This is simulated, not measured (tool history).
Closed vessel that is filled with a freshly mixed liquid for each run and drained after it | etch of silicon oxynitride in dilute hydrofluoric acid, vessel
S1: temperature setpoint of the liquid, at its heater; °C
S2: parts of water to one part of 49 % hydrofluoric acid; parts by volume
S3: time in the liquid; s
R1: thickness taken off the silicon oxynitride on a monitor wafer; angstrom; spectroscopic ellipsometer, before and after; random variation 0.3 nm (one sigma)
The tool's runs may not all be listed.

| run | hour | S1 | S2 | S3 | R1 |
|---|---|---|---|---|---|
| 1 | 0.0 | 20.0 | 60 | 650 | 294.74 |
| 2 | 6.5 | 20.0 | 50 | 650 | 352.75 |
| 3 | 14.5 | 20.0 | 50 | 650 | 354.25 |
| 4 | 16.5 | 18.0 | 50 | 650 | 320.84 |
| 5 | 19.5 | 20.0 | 50 | 650 | 356.65 |
| 6 | 24.9 | 20.0 | 50 | 520 | 286.52 |
| 7 | 28.1 | 20.0 | 50 | 520 | 285.18 |
| 8 | 36.4 | 21.5 | 45 | 520 | 342.82 |
| 9 | 39.3 | 22.5 | 40 | 520 | 404.68 |

Forecast run 10:
| 10 | 40.9 | 22.5 | 40 | 520 | ? |

{"run 10": {"R1": 405.83}}
